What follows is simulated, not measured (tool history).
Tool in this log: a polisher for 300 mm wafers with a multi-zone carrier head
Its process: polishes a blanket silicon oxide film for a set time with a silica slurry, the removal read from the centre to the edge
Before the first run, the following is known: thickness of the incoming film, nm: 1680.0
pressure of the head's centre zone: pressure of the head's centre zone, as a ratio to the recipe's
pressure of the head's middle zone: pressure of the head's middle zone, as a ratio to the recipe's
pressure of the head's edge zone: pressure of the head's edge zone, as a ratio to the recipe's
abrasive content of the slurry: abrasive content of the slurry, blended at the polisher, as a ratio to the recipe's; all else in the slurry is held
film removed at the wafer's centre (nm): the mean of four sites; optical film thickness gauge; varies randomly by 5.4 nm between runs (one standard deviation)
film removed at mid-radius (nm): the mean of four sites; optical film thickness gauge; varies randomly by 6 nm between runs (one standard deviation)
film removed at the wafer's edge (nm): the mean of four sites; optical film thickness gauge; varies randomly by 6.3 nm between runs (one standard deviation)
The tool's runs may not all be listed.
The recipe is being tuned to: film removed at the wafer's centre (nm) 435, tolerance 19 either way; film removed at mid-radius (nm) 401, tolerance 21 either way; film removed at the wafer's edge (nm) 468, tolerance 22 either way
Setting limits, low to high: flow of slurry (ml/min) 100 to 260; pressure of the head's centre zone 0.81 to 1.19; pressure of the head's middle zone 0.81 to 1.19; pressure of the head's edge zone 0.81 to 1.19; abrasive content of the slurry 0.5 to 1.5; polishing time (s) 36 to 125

run	hour	flow of slurry (ml/min)	pressure of the head's centre zone	pressure of the head's middle zone	pressure of the head's edge zone	abrasive content of the slurry	polishing time (s)	film removed at the wafer's centre (nm)	film removed at mid-radius (nm)	film removed at the wafer's edge (nm)
1	0	165	1	1	1	1	80	351.26	336.25	346.54
2	7.6	170	1	0.99	1.02	1.05	80	349.87	352.39	362.74
3	14.2	170	1	0.99	1.02	1.05	98	432.31	416.82	438.72
4	21.7	170	1	1.07	1.02	1.05	98	445	449.11	437.12
5	27.1	165	1	1.05	1.03	1.05	98	422.73	434.83	438.26
6	30.9	135	1	1.05	1.03	1.05	98	411.43	434.79	427.34
7	33.9	140	1	1.03	1.04	1.05	98	420.68	418.34	428.46
8	36.1	140	1	1.02	1.05	1.05	98	422.05	420.93	450.99
9	44.7	140	1	1.02	1.05	1.05	98	412.09	411.79	436.36
10	50.3	145	1	1.01	1.06	1.05	98	419.34	431.37	451.1
11	52.7	145	1.01	0.99	1.06	1.05	98	418.26	399.11	442.65
12	55.6	145	1.01	0.99	1.07	1.05	98	432.37	417.84	437.17
13	58.2	145	1.01	0.97	1.07	1.05	98	421.84	407.39	434.27

Which of these 5 next moves meets every target?
A	60.8	135	1.03	1.06	1.02	1.05	93	?	?	?
B	60.8	120	1.13	0.95	1.07	0.9	103	?	?	?
C	60.8	100	0.99	0.88	1.05	0.9	120	?	?	?
D	60.8	180	1.18	0.98	1.05	0.95	95	?	?	?
E	60.8	150	1.19	1.13	1.1	1.4	71	?	?	?

move	film removed at the wafer's centre (nm)	film removed at mid-radius (nm)	film removed at the wafer's edge (nm)
A	403.24	417.07	408.51
B	445.25	383.81	426.19
C	431.81	402.13	477.9
D	478.66	401.21	420.87
E	407.95	383.78	367.4
A: the biggest miss grows against the last run
B: the biggest miss grows against the last run
C: all results in spec
D: the biggest miss grows against the last run
E: the biggest miss grows against the last run
So the answer is move C, the one that meets all the targets.
